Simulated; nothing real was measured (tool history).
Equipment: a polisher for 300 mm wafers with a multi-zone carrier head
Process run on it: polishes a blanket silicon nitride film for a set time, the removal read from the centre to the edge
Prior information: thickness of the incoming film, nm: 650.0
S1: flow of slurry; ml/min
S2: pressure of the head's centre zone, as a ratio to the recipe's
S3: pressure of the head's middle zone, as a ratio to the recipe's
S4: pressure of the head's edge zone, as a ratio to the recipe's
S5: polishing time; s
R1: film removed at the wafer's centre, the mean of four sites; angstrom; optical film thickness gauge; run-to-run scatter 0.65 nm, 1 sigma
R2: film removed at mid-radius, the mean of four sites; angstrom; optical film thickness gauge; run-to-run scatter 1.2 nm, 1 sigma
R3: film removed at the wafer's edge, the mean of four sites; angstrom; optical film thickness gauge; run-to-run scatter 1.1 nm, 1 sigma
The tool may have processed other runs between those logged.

run	hour	S1	S2	S3	S4	S5	R1	R2	R3
1	0.0	225	1.00	1.00	1.00	42	978.84	987.29	989.99
2	6.8	225	0.93	1.00	1.00	42	905.58	971.62	983.74
3	13.6	265	0.93	1.00	1.00	42	937.53	1013.70	985.71
4	17.0	265	0.93	1.00	0.92	42	938.96	1018.10	950.22
5	17.5	315	0.93	1.00	0.92	42	952.24	999.48	959.37
6	21.9	315	0.90	1.00	0.92	42	925.58	1011.30	976.94
7	27.9	305	0.91	1.02	0.88	41	900.44	1012.90	927.86

Expected results for the next run?
8	30.8	300	0.93	1.03	0.86	40	?	?	?

{"run 8": {"R1": 903.27, "R2": 1002.3, "R3": 874.18}}
